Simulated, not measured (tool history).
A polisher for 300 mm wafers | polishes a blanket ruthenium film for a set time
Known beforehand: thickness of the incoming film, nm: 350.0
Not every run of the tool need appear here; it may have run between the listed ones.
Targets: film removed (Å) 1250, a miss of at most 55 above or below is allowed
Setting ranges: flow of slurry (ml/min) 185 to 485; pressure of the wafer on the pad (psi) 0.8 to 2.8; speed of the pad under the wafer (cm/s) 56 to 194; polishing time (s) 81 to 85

run	hour	flow of slurry (ml/min)	pressure of the wafer on the pad (psi)	speed of the pad under the wafer (cm/s)	polishing time (s)	film removed (Å)
1	0	310	1.8	124	81	1013.6
2	1.2	310	1.8	112	81	936.89
3	5.7	310	2.1	112	81	1032.9
4	8.8	240	2.1	112	81	1030.9
5	10.2	240	2.2	112	81	1035.3
6	14.3	240	2.4	112	81	1110.6
7	19.5	240	2.5	112	81	1133.4
8	28	240	2.6	112	81	1183.5

Exactly one of the 4 candidate moves below puts every result within its allowed miss. Which one?
A	36.5	195	2.7	104	81	?
B	36.5	225	2.4	116	83	?
C	36.5	240	2.2	128	81	?
D	36.5	185	2.7	114	85	?

move	film removed (Å)
A	1116.3
B	1158.5
C	1151.1
D	1234.4
A: lands further from the targets than the last run did
B: lands further from the targets than the last run did
C: lands further from the targets than the last run did
D: each result inside its tolerance
Move D is the one to make.
